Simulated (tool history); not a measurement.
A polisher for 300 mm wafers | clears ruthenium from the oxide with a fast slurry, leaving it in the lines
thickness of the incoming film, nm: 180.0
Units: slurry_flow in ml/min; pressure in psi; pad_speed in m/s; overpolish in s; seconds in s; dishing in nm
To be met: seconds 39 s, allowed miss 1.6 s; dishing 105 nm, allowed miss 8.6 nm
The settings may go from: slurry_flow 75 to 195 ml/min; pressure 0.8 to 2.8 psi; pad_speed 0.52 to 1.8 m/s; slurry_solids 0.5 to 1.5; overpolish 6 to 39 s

run  hour  slurry_flow  pressure  pad_speed  slurry_solids  overpolish  seconds  dishing
  1     0          125       1.8       1.16              1          20   52.128   53.208
  2   2.2          125         2       1.16              1          23   48.788   64.321
  3   3.1          130       2.1       1.16              1          25   45.921   74.457
  4  11.4          120       2.1       1.16              1          25   46.697   73.812
  5  13.9          125       2.2       1.16              1          26   44.572    79.82
  6  19.6          125       2.2       1.02              1          26   51.465   67.804
  7  26.6          130       2.4       1.02              1          27    46.73   76.517
  8  30.3          135       2.5       1.02              1          28   44.512   80.399
  9  32.3          135       2.5       1.02              1          28   43.803   81.525
 10  37.3          140       2.6       1.02              1          29   42.948   85.134
 11  38.8          140       2.6       1.04              1          30   41.766   87.666
 12  42.9          140       2.6       1.04              1          30   42.141   89.871

4 next moves are on the table. One of them brings every result within its allowed miss. Which?
  A    47          125       2.8       1.06            0.8          33        ?        ?
  B    47          140       2.6        0.9              1          27        ?        ?
  C    47          140       2.6        1.1           1.05          33        ?        ?
  D    47          125       2.3       1.22           0.85          23        ?        ?

move  seconds  dishing
   A   43.365    91.85
   B   47.679     72.7
   C   38.633   100.15
   D   43.502     68.7
A: further off than the last run
B: further off than the last run
C: meets every target
D: further off than the last run
Move C is the one to make.
